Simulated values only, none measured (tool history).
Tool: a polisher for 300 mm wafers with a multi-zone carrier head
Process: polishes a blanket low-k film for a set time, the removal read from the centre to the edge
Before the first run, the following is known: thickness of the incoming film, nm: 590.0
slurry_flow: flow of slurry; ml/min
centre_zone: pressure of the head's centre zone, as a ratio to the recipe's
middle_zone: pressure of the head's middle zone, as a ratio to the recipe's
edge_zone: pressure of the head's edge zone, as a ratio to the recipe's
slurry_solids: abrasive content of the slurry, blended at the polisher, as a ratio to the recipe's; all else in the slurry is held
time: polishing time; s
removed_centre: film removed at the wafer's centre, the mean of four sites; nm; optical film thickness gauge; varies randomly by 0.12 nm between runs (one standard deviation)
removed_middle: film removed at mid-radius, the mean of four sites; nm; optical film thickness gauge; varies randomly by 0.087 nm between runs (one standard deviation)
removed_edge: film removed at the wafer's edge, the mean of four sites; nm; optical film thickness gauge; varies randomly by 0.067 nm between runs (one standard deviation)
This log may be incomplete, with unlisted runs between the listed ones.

run  hour  slurry_flow  centre_zone  middle_zone  edge_zone  slurry_solids  time  removed_centre  removed_middle  removed_edge
  1     0          190            1            1          1              1    38          18.096          17.814        18.113
  2     4          190         0.95            1          1              1    38          16.732          17.596        18.041
  3   9.5          190         0.95            1          1            0.9    38          16.342           16.73        17.015
  4  16.7          190         0.95            1          1           1.05    38          17.646          17.845        18.389
     22.3  -- slurry nozzle cleaned
  5  22.3          190         0.95            1       1.04           1.05    38          18.396          18.681        19.135
  6  25.3          190         0.87            1       1.04           1.05    38          16.645          18.561        19.411
  7    28          185          0.9         0.98          1           0.95    37          15.917          17.198        17.401
  8  31.5          185         0.91         0.95       1.02           0.85    34          13.939          14.197        15.096

Expected results for the next run?
  9    36          180         0.92         0.93          1            0.8    33               ?               ?             ?

Logged for run 9: removed_centre 13.154 nm, removed_middle 12.997 nm, removed_edge 14.067 nm.

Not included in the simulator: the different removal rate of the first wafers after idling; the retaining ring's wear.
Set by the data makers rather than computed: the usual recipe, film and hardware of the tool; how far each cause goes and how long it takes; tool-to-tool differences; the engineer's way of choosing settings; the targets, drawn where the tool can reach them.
